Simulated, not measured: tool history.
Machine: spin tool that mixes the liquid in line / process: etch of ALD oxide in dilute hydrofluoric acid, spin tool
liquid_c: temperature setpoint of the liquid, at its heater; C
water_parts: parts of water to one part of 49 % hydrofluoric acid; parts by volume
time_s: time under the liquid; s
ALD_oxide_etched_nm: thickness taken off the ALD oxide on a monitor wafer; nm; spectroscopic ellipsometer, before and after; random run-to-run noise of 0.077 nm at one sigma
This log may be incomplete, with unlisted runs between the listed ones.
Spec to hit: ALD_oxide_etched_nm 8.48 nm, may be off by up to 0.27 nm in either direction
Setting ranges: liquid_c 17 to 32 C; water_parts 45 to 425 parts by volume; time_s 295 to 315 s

run,hour,liquid_c,water_parts,time_s,ALD_oxide_etched_nm
1,0,24,235,295,16.259
2,2.7,22.5,255,295,14.069
3,4.9,22.5,255,315,14.823
4,5.7,19,255,315,13.017
5,14,19,255,295,12.204
6,22.7,19,255,295,12.05
7,27.2,18.5,270,295,11.265
8,29.2,18,285,295,10.332
9,34.9,18,295,295,9.7359
10,39,18,300,295,9.4189
11,40.9,18,305,295,9.3416
12,46.5,18,310,295,9.2153
13,47.1,18,315,295,9.0819

4 next moves are on the table. One of them brings every result within its allowed miss. Which?
A,47.7,19,355,295,?
B,47.7,18.5,335,295,?
C,47.7,17,355,305,?
D,47.7,19.5,370,295,?

move,ALD_oxide_etched_nm
A,8.0768
B,8.5473
C,7.7641
D,7.7905
A: moves the result that the last run missed by most past its target, out the other side
B: each result inside its tolerance
C: moves the result that the last run missed by most past its target, out the other side
D: moves the result that the last run missed by most past its target, out the other side
The right move is B.
